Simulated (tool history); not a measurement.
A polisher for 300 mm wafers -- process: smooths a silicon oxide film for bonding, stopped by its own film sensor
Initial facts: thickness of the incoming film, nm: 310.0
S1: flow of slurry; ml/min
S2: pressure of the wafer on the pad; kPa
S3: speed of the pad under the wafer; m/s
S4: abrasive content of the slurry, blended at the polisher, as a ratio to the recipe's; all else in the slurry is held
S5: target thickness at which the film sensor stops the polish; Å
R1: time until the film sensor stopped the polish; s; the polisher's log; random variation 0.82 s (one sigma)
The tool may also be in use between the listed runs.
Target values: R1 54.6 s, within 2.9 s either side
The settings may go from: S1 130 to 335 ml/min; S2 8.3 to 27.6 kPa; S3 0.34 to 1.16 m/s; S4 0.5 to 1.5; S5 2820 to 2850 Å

Run 1, day 0: S1 215 ml/min, S2 17.9 kPa, S3 0.74 m/s, S4 1, S5 2820 Å. Result: R1 33.593 s.
Run 2, day 0.288: S1 215 ml/min, S2 17.9 kPa, S3 0.88 m/s, S4 1, S5 2820 Å. Result: R1 30.027 s.
Run 3, day 0.342: S1 215 ml/min, S2 17.9 kPa, S3 0.96 m/s, S4 1, S5 2820 Å. Result: R1 26.752 s.
Run 4, day 0.496: S1 215 ml/min, S2 21.4 kPa, S3 0.96 m/s, S4 1, S5 2820 Å. Result: R1 23.195 s.
Run 5, day 0.758: S1 215 ml/min, S2 21.4 kPa, S3 1.14 m/s, S4 1, S5 2820 Å. Result: R1 19.967 s.
Run 6, day 1.025: S1 215 ml/min, S2 21.4 kPa, S3 1.14 m/s, S4 1, S5 2820 Å. Result: R1 20.102 s.
Run 7, day 1.275: S1 210 ml/min, S2 17.2 kPa, S3 1 m/s, S4 0.95, S5 2820 Å. Result: R1 28.491 s.
Run 8, day 1.362: S1 210 ml/min, S2 14.5 kPa, S3 0.92 m/s, S4 0.95, S5 2820 Å. Result: R1 34.859 s.
Run 9, day 1.462: S1 210 ml/min, S2 12.4 kPa, S3 0.88 m/s, S4 0.95, S5 2820 Å. Result: R1 44.104 s.
Run 10, day 1.517: S1 210 ml/min, S2 11.7 kPa, S3 0.88 m/s, S4 0.95, S5 2820 Å. Result: R1 45.165 s.
At day 1.646: slurry nozzle cleaned.
Run 11, day 1.646: S1 210 ml/min, S2 11 kPa, S3 0.88 m/s, S4 0.95, S5 2820 Å. Result: R1 43.515 s.
Run 12, day 1.829: S1 210 ml/min, S2 10.3 kPa, S3 0.86 m/s, S4 0.95, S5 2820 Å. Result: R1 48.783 s.

Pick the move, out of 4, that brings all results within their allowed miss; only one does.
Run A, day 2.012: S1 220 ml/min, S2 9.7 kPa, S3 0.82 m/s, S4 0.9, S5 2850 Å. Result: R1 ?.
Run B, day 2.012: S1 210 ml/min, S2 9.7 kPa, S3 0.82 m/s, S4 0.95, S5 2820 Å. Result: R1 ?.
Run C, day 2.012: S1 200 ml/min, S2 11 kPa, S3 0.98 m/s, S4 0.9, S5 2840 Å. Result: R1 ?.
Run D, day 2.012: S1 195 ml/min, S2 11.7 kPa, S3 0.56 m/s, S4 1.2, S5 2850 Å. Result: R1 ?.

move      R1
   A  48.971
   B  53.633
   C  39.429
   D  48.815
A: just as far off the targets as the last run
B: every result within its allowed miss
C: lands further from the targets than the last run did
D: just as far off the targets as the last run
Correct choice: B, which meets every target
